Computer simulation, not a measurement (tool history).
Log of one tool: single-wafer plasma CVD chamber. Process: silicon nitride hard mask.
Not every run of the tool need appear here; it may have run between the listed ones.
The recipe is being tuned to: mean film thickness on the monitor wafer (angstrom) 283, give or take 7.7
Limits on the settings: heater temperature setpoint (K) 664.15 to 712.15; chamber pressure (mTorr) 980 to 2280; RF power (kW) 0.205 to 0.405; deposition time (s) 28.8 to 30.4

run    day  heater temperature setpoint (K)  chamber pressure (mTorr)  RF power (kW)  deposition time (s)  mean film thickness on the monitor wafer (angstrom)
  1      0                           688.15                      1630          0.305                 30.4                                               363.13
  2  0.188                           688.15                      1520          0.285                 30.1                                               334.94
  3  0.417                           688.15                      1520          0.285                 30.4                                               336.17
  4  0.492                           688.15                      1410          0.275                 30.3                                               319.71
  5  0.592                           688.15                      1320           0.27                 30.2                                               305.43
  6  0.742                           688.15                      1260           0.27                 30.2                                               305.92
  7  0.817                           688.15                      1170          0.235                 29.7                                               261.09
  8  0.912                           688.15                      1240           0.24                 29.7                                               268.09
  9  1.083                           688.15                      1290           0.24                 29.7                                               272.39

Which of these 5 next moves meets every target?
  A  1.254                           684.15                      1060          0.245                   29                                                    ?
  B  1.254                           695.15                      1500          0.225                 29.4                                                    ?
  C  1.254                           682.15                      1470          0.225                 29.6                                                    ?
  D  1.254                           688.15                      1010           0.27                 30.4                                                    ?
  E  1.254                           682.15                       980           0.25                 30.4                                                    ?

move  mean film thickness on the monitor wafer (angstrom)
   A                                               257.71
   B                                               267.97
   C                                                  270
   D                                               287.21
   E                                                268.1
A: moves away from the targets compared with the last run
B: moves away from the targets compared with the last run
C: moves away from the targets compared with the last run
D: each result inside its tolerance
E: moves away from the targets compared with the last run
So the answer is move D, the one that meets all the targets.
